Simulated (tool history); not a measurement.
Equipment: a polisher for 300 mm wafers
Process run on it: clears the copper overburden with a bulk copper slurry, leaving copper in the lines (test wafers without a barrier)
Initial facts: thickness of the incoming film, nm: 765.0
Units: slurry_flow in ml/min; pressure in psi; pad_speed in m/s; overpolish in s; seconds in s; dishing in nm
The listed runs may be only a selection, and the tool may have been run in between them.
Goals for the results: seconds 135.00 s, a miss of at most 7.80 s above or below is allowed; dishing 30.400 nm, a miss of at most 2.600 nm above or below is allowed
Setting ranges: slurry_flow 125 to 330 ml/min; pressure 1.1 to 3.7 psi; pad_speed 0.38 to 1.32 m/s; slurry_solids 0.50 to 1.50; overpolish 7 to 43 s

run	hour	slurry_flow	pressure	pad_speed	slurry_solids	overpolish	seconds	dishing
1	0.0	210	2.4	0.84	1.00	22	125.82	79.564
2	6.0	210	2.2	0.88	1.00	20	136.64	69.962
3	7.2	210	2.2	0.88	1.00	26	137.64	85.980
4	15.5	210	2.2	0.88	1.00	29	133.80	88.137
5	16.7	210	2.2	0.88	1.00	26	137.64	88.954
6	18.6	210	1.8	0.88	1.00	26	165.68	70.915
7	20.4	225	1.7	0.92	1.10	23	161.06	67.037
8	24.1	165	1.5	1.16	0.85	13	159.84	43.404
9	31.0	160	1.5	1.18	0.80	12	159.12	42.049
10	31.7	155	1.5	1.20	0.75	11	157.65	39.314
11	37.8	125	1.6	1.32	0.50	7	151.48	26.783

Pick the move, out of 5, that brings all results within their allowed miss; only one does.
A	43.9	145	1.9	1.00	0.50	7	?	?
B	43.9	165	1.7	1.10	0.50	8	?	?
C	43.9	125	1.6	1.26	0.50	10	?	?
D	43.9	125	1.9	1.24	0.50	7	?	?
E	43.9	125	1.5	1.32	0.50	11	?	?

move	seconds	dishing
A	164.05	27.014
B	162.54	30.496
C	159.13	37.501
D	137.08	31.708
E	161.69	39.860
A: moves away from the targets compared with the last run
B: moves away from the targets compared with the last run
C: moves away from the targets compared with the last run
D: every result lands within tolerance
E: moves away from the targets compared with the last run
Move D is the one to make.

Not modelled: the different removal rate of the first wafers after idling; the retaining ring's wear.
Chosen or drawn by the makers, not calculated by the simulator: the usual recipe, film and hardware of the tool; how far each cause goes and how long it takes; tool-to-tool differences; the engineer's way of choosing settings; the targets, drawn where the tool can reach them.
